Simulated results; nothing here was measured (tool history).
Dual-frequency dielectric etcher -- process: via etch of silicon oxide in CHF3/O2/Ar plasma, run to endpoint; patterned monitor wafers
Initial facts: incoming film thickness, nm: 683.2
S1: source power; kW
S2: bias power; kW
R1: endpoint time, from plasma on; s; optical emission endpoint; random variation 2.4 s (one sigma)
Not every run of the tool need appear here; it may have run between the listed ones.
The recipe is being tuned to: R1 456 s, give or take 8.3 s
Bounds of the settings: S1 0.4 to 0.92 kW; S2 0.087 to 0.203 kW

run,hour,S1,S2,R1
1,0,0.66,0.145,346.64
2,3.7,0.61,0.145,362.39
3,12.3,0.56,0.138,383.13
4,20.7,0.52,0.133,405.06
5,27.3,0.62,0.133,370.52
6,32.7,0.57,0.133,384.98
7,40.5,0.44,0.105,497.14
8,47.5,0.46,0.105,477.19
9,51.1,0.47,0.105,468.64

Exercise: of the 5 proposed moves below, exactly one satisfies all targets within the stated allowed misses. Which move is it?
A,54.7,0.58,0.089,?
B,54.7,0.55,0.106,?
C,54.7,0.49,0.099,?
D,54.7,0.46,0.106,?
E,54.7,0.58,0.099,?

move,R1
A,455.22
B,433.78
C,475.72
D,478.01
E,434.54
A: all results in spec
B: moves the result that the last run missed by most past its target, out the other side
C: its largest miss is bigger than the last run's
D: its largest miss is bigger than the last run's
E: moves the result that the last run missed by most past its target, out the other side
So the answer is move A, the one that meets all the targets.

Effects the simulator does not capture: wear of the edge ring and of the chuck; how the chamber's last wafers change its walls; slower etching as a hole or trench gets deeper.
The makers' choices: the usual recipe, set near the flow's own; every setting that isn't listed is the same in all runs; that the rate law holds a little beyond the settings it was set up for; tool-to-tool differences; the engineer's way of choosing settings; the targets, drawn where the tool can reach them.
